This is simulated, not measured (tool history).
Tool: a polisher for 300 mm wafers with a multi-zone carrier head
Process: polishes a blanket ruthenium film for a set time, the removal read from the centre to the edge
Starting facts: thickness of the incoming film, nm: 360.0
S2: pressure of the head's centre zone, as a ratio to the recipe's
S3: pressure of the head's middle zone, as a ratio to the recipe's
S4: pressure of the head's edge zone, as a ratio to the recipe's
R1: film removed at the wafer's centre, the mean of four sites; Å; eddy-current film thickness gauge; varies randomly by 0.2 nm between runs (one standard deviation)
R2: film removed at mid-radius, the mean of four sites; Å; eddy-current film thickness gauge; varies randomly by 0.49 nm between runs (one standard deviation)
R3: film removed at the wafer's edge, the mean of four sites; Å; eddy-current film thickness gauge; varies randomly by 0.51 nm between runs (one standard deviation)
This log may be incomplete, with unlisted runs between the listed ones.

Run 1, day 0: flow of slurry (ml/min) 240, S2 1, S3 1, S4 1, polishing time (s) 59. Result: R1 430.91 Å, R2 429.24 Å, R3 444.99 Å.
Run 2, day 0.025: flow of slurry (ml/min) 240, S2 1, S3 1.05, S4 1, polishing time (s) 59. Result: R1 434.45 Å, R2 458.71 Å, R3 444.99 Å.
Run 3, day 0.188: flow of slurry (ml/min) 240, S2 1, S3 0.98, S4 1, polishing time (s) 59. Result: R1 430.39 Å, R2 430.77 Å, R3 435.76 Å.
Run 4, day 0.408: flow of slurry (ml/min) 225, S2 0.95, S3 0.95, S4 1, polishing time (s) 58. Result: R1 397.91 Å, R2 406.25 Å, R3 436.52 Å.
Run 5, day 0.567: flow of slurry (ml/min) 225, S2 0.95, S3 0.95, S4 1, polishing time (s) 72. Result: R1 492.02 Å, R2 511.49 Å, R3 529.55 Å.
Run 6, day 0.842: flow of slurry (ml/min) 225, S2 1, S3 0.95, S4 1, polishing time (s) 72. Result: R1 516.15 Å, R2 504.74 Å, R3 560.15 Å.
Run 7, day 1.125: flow of slurry (ml/min) 205, S2 0.95, S3 0.94, S4 1.01, polishing time (s) 67. Result: R1 452.29 Å, R2 461.06 Å, R3 505.05 Å.
Run 8, day 1.438: flow of slurry (ml/min) 195, S2 0.91, S3 0.93, S4 1.01, polishing time (s) 63. Result: R1 403.13 Å, R2 435.15 Å, R3 462.79 Å.
At day 1.804: slurry nozzle cleaned.
Run 9, day 1.804: flow of slurry (ml/min) 190, S2 0.88, S3 0.91, S4 1, polishing time (s) 60. Result: R1 384.66 Å, R2 423.65 Å, R3 463.24 Å.
Run 10, day 2.096: flow of slurry (ml/min) 190, S2 0.87, S3 0.92, S4 1.01, polishing time (s) 56. Result: R1 358.45 Å, R2 390.71 Å, R3 425.09 Å.
Run 11, day 2.392: flow of slurry (ml/min) 165, S2 0.81, S3 0.92, S4 0.98, polishing time (s) 51. Result: R1 296.35 Å, R2 357.4 Å, R3 390.04 Å.

For run 12, what comes out?
Run 12, day 2.608: flow of slurry (ml/min) 175, S2 0.82, S3 0.92, S4 0.97, polishing time (s) 51. Result: R1 ?, R2 ?, R3 ?.

R1: 299.86 Å
R2: 347.66 Å
R3: 379.54 Å
